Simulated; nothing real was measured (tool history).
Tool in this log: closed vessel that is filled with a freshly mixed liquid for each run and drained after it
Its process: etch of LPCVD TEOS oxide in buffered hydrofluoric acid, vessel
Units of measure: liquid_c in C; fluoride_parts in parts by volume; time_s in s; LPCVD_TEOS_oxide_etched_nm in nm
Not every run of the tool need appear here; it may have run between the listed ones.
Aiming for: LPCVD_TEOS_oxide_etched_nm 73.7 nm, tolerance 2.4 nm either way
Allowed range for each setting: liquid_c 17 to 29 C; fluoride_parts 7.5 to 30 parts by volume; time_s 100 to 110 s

run	hour	liquid_c	fluoride_parts	time_s	LPCVD_TEOS_oxide_etched_nm
1	0	21	21	100	106.43
2	9.1	21	26	100	92.462
3	16.4	21	26	100	92.4
4	25.5	20	26	100	87.772
5	27.6	19	26.5	100	82.048
6	35.8	19	26.5	100	82.039
7	41.3	18.5	26.5	100	78.792
8	50.3	18	26.5	100	77.471

Exactly one of the 4 candidate moves below puts every result within its allowed miss. Which one?
A	59.3	17	28.5	100	?
B	59.3	17	30	100	?
C	59.3	17	27.5	105	?
D	59.3	17	25.5	110	?

move	LPCVD_TEOS_oxide_etched_nm
A	68.924
B	66.515
C	74.185
D	81.893
A: carries the result that was furthest off beyond its target, to the other side
B: carries the result that was furthest off beyond its target, to the other side
C: all results in spec
D: the biggest miss grows against the last run
Answer: C
